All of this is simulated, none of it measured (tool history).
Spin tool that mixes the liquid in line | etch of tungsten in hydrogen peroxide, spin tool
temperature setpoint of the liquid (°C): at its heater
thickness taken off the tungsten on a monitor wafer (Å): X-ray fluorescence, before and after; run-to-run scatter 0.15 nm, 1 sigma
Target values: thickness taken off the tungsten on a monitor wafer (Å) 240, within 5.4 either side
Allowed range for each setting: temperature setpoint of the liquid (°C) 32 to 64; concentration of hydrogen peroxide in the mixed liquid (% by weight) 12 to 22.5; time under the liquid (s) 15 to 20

| run | hour | temperature setpoint of the liquid (°C) | concentration of hydrogen peroxide in the mixed liquid (% by weight) | time under the liquid (s) | thickness taken off the tungsten on a monitor wafer (Å) |
|---|---|---|---|---|---|
| 1 | 0 | 48 | 15.5 | 20 | 131.04 |
| 2 | 1.6 | 41 | 15.5 | 20 | 84.688 |
| 3 | 10.6 | 46 | 15.5 | 20 | 116.48 |
| 4 | 14.9 | 49.5 | 15.5 | 20 | 144.71 |
| 5 | 18.9 | 49.5 | 13 | 20 | 131.49 |
| 6 | 21.4 | 54.5 | 13 | 20 | 176.46 |
| 7 | 25.4 | 56 | 13 | 20 | 195.33 |
| 8 | 30.9 | 57 | 13 | 20 | 206 |
| 9 | 33.3 | 58 | 13 | 20 | 217.69 |
| 10 | 39.7 | 58.5 | 13 | 20 | 226.62 |
| 11 | 42.3 | 59 | 13 | 20 | 232 |

Exactly one of the 4 candidate moves below puts every result within its allowed miss. Which one?
| A | 44.9 | 59.5 | 20.5 | 15 | ? |
| B | 44.9 | 60.5 | 12.5 | 20 | ? |
| C | 44.9 | 59 | 15.5 | 20 | ? |
| D | 44.9 | 58.5 | 14.5 | 20 | ? |

| move | thickness taken off the tungsten on a monitor wafer (Å) |
|---|---|
| A | 224.61 |
| B | 247.7 |
| C | 253 |
| D | 237.71 |
A: its largest miss is bigger than the last run's
B: the result that was furthest off in the last run now lies on the other side of its target
C: the result that was furthest off in the last run now lies on the other side of its target
D: all results land within tolerance of their targets
So the answer is move D, the one that meets all the targets.
